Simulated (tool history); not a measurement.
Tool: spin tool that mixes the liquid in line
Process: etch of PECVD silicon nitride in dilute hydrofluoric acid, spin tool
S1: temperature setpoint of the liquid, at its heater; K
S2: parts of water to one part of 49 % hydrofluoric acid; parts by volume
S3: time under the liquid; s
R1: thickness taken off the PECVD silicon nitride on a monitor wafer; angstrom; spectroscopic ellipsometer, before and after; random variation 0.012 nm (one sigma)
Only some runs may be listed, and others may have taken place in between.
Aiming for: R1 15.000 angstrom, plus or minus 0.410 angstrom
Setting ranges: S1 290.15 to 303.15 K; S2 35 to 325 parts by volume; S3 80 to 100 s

Run 1, hour 0.0: S1 295.15 K, S2 180 parts by volume, S3 100 s. Result: R1 20.808 angstrom.
Run 2, hour 8.1: S1 294.15 K, S2 180 parts by volume, S3 100 s. Result: R1 19.498 angstrom.
Run 3, hour 12.0: S1 294.15 K, S2 220 parts by volume, S3 100 s. Result: R1 15.875 angstrom.
Run 4, hour 17.6: S1 295.65 K, S2 220 parts by volume, S3 100 s. Result: R1 17.347 angstrom.
Run 5, hour 26.5: S1 295.15 K, S2 220 parts by volume, S3 100 s. Result: R1 17.058 angstrom.
Run 6, hour 30.0: S1 295.15 K, S2 220 parts by volume, S3 80 s. Result: R1 13.683 angstrom.
Run 7, hour 32.4: S1 295.15 K, S2 220 parts by volume, S3 80 s. Result: R1 13.726 angstrom.
Run 8, hour 41.3: S1 295.65 K, S2 220 parts by volume, S3 80 s. Result: R1 13.886 angstrom.
Run 9, hour 42.7: S1 296.15 K, S2 220 parts by volume, S3 80 s. Result: R1 14.551 angstrom.

Of the 4 settings listed for the next run, only one would bring every result within its allowed miss of target. Which one?
Run A, hour 44.1: S1 295.15 K, S2 240 parts by volume, S3 95 s. Result: R1 ?.
Run B, hour 44.1: S1 297.65 K, S2 290 parts by volume, S3 95 s. Result: R1 ?.
Run C, hour 44.1: S1 294.65 K, S2 205 parts by volume, S3 80 s. Result: R1 ?.
Run D, hour 44.1: S1 297.15 K, S2 240 parts by volume, S3 80 s. Result: R1 ?.

move      R1
   A  14.938
   B  14.481
   C  14.215
   D  14.266
A: meets every target
B: the biggest miss grows against the last run
C: the biggest miss grows against the last run
D: the biggest miss grows against the last run
A is the move that brings every result within its allowed miss.

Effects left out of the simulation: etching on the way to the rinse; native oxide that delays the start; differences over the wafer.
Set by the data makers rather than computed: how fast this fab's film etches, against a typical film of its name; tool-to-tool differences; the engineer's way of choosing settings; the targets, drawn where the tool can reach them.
